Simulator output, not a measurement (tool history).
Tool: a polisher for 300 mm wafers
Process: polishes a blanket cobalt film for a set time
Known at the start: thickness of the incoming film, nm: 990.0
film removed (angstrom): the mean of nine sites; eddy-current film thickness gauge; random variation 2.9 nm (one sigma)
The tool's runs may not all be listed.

run  hour  flow of slurry (ml/min)  pressure of the wafer on the pad (kPa)  speed of the pad under the wafer (m/s)  polishing time (s)  film removed (angstrom)
  1     0                      295                                    14.5                                    1.04                  48                     3145
  2   1.8                      295                                    15.2                                    1.04                  48                   3201.4
  3   5.5                      295                                    15.9                                    1.04                  48                     3278
  4   6.3                      295                                    15.9                                    1.04                  48                   3361.8
  5  11.2                      295                                    15.9                                    1.12                  48                   3458.8
  6  14.2                      295                                    13.1                                    1.12                  48                   3018.6
  7  15.8                      295                                    13.8                                    1.12                  48                   3107.9

Run 8 comes next. What will it give?
  8  22.9                      295                                    14.5                                    1.12                  48                        ?

film removed (angstrom): 3253.8
